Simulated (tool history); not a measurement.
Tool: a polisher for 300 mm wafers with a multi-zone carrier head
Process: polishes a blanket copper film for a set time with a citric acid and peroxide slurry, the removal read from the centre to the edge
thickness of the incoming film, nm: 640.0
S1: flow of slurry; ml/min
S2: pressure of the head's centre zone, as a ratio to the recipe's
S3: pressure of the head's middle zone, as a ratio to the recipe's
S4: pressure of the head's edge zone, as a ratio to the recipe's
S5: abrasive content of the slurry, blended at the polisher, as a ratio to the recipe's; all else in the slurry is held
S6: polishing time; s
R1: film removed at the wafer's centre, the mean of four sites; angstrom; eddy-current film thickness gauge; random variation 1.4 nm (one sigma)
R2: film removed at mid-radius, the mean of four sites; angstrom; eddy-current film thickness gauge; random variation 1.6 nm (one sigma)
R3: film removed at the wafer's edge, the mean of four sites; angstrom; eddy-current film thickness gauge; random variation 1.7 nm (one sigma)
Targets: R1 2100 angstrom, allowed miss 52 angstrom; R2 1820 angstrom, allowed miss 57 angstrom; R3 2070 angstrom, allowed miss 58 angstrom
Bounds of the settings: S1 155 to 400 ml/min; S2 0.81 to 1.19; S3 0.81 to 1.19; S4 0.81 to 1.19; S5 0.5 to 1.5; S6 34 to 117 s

{"run": 1, "hour": 0.0, "S1": 255, "S2": 1, "S3": 1, "S4": 1, "S5": 1, "S6": 75, "R1": 1570.5, "R2": 1567.6, "R3": 1608.5}
{"run": 2, "hour": 6.2, "S1": 260, "S2": 1.01, "S3": 1, "S4": 1.02, "S5": 1.05, "S6": 75, "R1": 1601.3, "R2": 1567.2, "R3": 1654.5}
{"run": 3, "hour": 7.0, "S1": 260, "S2": 1.01, "S3": 1, "S4": 1.08, "S5": 1.05, "S6": 75, "R1": 1602.2, "R2": 1551.6, "R3": 1707.1}
{"run": 4, "hour": 14.6, "S1": 210, "S2": 1.01, "S3": 1, "S4": 1.08, "S5": 1.05, "S6": 75, "R1": 1562, "R2": 1522.5, "R3": 1638.6}
{"run": 5, "hour": 21.1, "S1": 245, "S2": 1.01, "S3": 1, "S4": 1.08, "S5": 1.05, "S6": 75, "R1": 1564.7, "R2": 1539.2, "R3": 1704.5}
{"run": 6, "hour": 28.6, "S1": 255, "S2": 1.03, "S3": 1.01, "S4": 1.09, "S5": 1.1, "S6": 75, "R1": 1653.6, "R2": 1575.3, "R3": 1699.9}
{"run": 7, "hour": 34.1, "S1": 255, "S2": 1.03, "S3": 1.01, "S4": 1.09, "S5": 1.1, "S6": 75, "R1": 1619.2, "R2": 1564.5, "R3": 1702}
{"run": 8, "hour": 40.7, "S1": 305, "S2": 1.13, "S3": 1.01, "S4": 1.19, "S5": 1.35, "S6": 79, "R1": 2007.3, "R2": 1732.8, "R3": 1959}
{"run": 9, "hour": 42.7, "S1": 310, "S2": 1.13, "S3": 1.01, "S4": 1.19, "S5": 1.35, "S6": 79, "R1": 2012.9, "R2": 1741.3, "R3": 1982.3}
{"run": 10, "hour": 51.1, "S1": 315, "S2": 1.13, "S3": 1.01, "S4": 1.19, "S5": 1.35, "S6": 79, "R1": 1985.8, "R2": 1733.7, "R3": 1947.4}

4 next moves are on the table. One of them brings every result within its allowed miss. Which?
{"run": "A", "hour": 59.5, "S1": 265, "S2": 1.13, "S3": 0.87, "S4": 1.15, "S5": 1.3, "S6": 86, "R1": "?", "R2": "?", "R3": "?"}
{"run": "B", "hour": 59.5, "S1": 340, "S2": 1.14, "S3": 1.07, "S4": 1.1, "S5": 1.4, "S6": 73, "R1": "?", "R2": "?", "R3": "?"}
{"run": "C", "hour": 59.5, "S1": 315, "S2": 1.1, "S3": 0.98, "S4": 1.14, "S5": 1.4, "S6": 84, "R1": "?", "R2": "?", "R3": "?"}
{"run": "D", "hour": 59.5, "S1": 370, "S2": 1.19, "S3": 1.14, "S4": 1.07, "S5": 1.5, "S6": 73, "R1": "?", "R2": "?", "R3": "?"}

move=A R1=2126 R2=1662.3 R3=2072.2
move=B R1=1901.9 R2=1746.2 R3=1773.1
move=C R1=2093.4 R2=1852.2 R3=2069
move=D R1=2029.2 R2=1881.1 R3=1779.9
A: brings the result that was furthest off to its target, and leaves another outside
B: further off than the last run
C: meets every target
D: further off than the last run
Move C is the one to make.

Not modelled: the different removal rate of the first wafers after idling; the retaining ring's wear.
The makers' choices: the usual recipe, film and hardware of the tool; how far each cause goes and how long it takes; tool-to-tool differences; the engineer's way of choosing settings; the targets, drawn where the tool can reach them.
